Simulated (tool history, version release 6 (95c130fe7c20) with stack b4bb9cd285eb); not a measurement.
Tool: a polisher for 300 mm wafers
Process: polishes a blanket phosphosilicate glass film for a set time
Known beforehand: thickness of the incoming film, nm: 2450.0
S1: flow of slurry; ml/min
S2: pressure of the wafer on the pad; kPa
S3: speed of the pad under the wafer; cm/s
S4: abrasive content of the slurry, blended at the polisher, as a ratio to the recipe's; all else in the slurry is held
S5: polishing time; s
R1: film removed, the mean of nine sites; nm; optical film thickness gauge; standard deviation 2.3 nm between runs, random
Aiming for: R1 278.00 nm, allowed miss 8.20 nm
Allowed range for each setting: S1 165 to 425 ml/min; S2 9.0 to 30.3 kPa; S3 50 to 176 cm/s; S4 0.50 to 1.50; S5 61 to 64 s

run	hour	S1	S2	S3	S4	S5	R1
1	0.0	275	19.3	112	1.00	61	417.36
2	9.0	275	24.1	112	1.00	61	472.23
3	17.2	240	24.1	112	1.00	61	482.15
4	26.0	240	24.1	112	1.20	61	519.85
5	26.7	240	21.4	108	1.20	61	466.76
6	33.9	240	21.4	108	1.00	61	425.52
7	38.9	240	19.3	106	1.00	61	398.56
8	46.2	235	13.8	102	1.00	61	310.47
9	50.2	235	13.1	102	1.00	61	302.01
10	56.7	235	12.4	102	1.00	61	293.83

Which single option among these 5 for the next run brings every result within its allowed miss of target? Just one does.
A	63.2	245	12.4	114	0.90	61	?
B	63.2	220	10.3	114	1.10	63	?
C	63.2	290	16.5	96	0.70	64	?
D	63.2	220	10.3	102	1.05	63	?
E	63.2	165	13.1	96	1.05	62	?

move	R1
A	298.01
B	305.64
C	292.97
D	279.55
E	293.37
A: misses by more than the last run did
B: misses by more than the last run did
C: gains on the last run, yet a result remains outside its allowed miss
D: in spec on every target
E: about the same distance from the targets as the last run
So the answer is move D, the one that meets all the targets.

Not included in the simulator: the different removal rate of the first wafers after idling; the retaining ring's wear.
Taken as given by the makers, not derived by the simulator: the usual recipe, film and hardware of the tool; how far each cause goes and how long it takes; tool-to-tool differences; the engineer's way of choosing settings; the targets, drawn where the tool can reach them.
